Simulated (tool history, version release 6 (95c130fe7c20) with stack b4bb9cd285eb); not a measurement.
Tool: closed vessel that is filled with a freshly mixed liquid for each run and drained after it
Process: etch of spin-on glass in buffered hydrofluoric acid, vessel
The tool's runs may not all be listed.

run	hour	temperature setpoint of the liquid (K)	parts of 40 % ammonium fluoride to one part of 49 % hydrofluoric acid (parts by volume)	time in the liquid (s)	thickness taken off the spin-on glass on a monitor wafer (Å)
1	0.0	295.15	8.0	100	6511.1
2	5.9	292.65	8.0	100	5584.9
3	12.6	295.15	8.0	100	6404.2
4	18.5	297.15	8.0	100	7234.9
5	22.7	297.15	9.0	100	6500.3
6	26.5	298.65	8.5	100	7460.9
7	28.2	299.65	8.5	100	7789.2
8	32.9	300.65	8.0	100	8781.0
9	33.5	301.15	8.0	100	9053.3

Forecast run 10:
10	37.8	301.15	8.0	100	?

{"run 10": {"thickness taken off the spin-on glass on a monitor wafer (Å)": 8987.8}}
